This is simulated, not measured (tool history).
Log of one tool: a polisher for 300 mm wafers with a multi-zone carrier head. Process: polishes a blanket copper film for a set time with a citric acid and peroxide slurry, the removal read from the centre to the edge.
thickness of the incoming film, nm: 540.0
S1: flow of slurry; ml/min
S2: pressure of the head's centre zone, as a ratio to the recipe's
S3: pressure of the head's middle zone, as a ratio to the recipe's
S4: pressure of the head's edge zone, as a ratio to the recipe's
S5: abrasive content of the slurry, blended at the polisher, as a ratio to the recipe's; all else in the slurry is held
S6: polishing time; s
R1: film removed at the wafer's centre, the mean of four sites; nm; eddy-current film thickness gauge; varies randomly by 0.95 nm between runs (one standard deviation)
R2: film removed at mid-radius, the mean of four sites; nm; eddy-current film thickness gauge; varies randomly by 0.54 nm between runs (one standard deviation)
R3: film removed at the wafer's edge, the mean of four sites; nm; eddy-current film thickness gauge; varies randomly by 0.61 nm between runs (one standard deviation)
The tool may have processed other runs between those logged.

run 1 day=0.000 | S1=175 S2=1.00 S3=1.00 S4=1.00 S5=1.00 S6=66 | R1=115.310 R2=123.710 R3=121.790
run 2 day=0.254 | S1=180 S2=1.03 S3=1.02 S4=0.96 S5=0.90 S6=61 | R1=107.410 R2=114.440 R3=108.130
run 3 day=0.425 | S1=180 S2=1.05 S3=1.03 S4=0.93 S5=0.80 S6=57 | R1=100.280 R2=104.290 R3=96.997
run 4 day=0.542 | S1=180 S2=1.05 S3=1.03 S4=0.93 S5=0.80 S6=63 | R1=113.660 R2=114.270 R3=109.950
run 5 day=0.871 | S1=190 S2=1.07 S3=1.05 S4=0.91 S5=0.75 S6=58 | R1=103.290 R2=107.730 R3=98.769
run 6 day=1.075 | S1=185 S2=1.09 S3=1.07 S4=0.89 S5=0.70 S6=55 | R1=97.775 R2=100.690 R3=89.748
run 7 day=1.283 | S1=185 S2=1.09 S3=1.07 S4=0.89 S5=0.70 S6=55 | R1=98.951 R2=101.260 R3=89.250
run 8 day=1.367 | S1=175 S2=1.09 S3=1.08 S4=0.87 S5=0.65 S6=54 | R1=93.671 R2=98.339 R3=85.557
run 9 day=1.538 | S1=165 S2=1.10 S3=1.09 S4=0.86 S5=0.60 S6=53 | R1=91.654 R2=95.720 R3=81.019
run 10 day=1.558 | S1=155 S2=1.10 S3=1.09 S4=0.85 S5=0.60 S6=53 | R1=89.729 R2=93.427 R3=79.572
-- day=1.621 centre zone pressure recalibrated
run 11 day=1.621 | S1=145 S2=1.11 S3=1.09 S4=0.84 S5=0.60 S6=53 | R1=94.177 R2=90.931 R3=78.700
run 12 day=1.925 | S1=125 S2=1.07 S3=1.14 S4=0.81 S5=0.50 S6=49 | R1=77.300 R2=82.241 R3=67.386

Expected results for the next run?
run 13 day=2.171 | S1=130 S2=1.08 S3=1.13 S4=0.81 S5=0.50 S6=49 | R1=? R2=? R3=?

R1: 79.898 nm
R2: 82.065 nm
R3: 67.549 nm
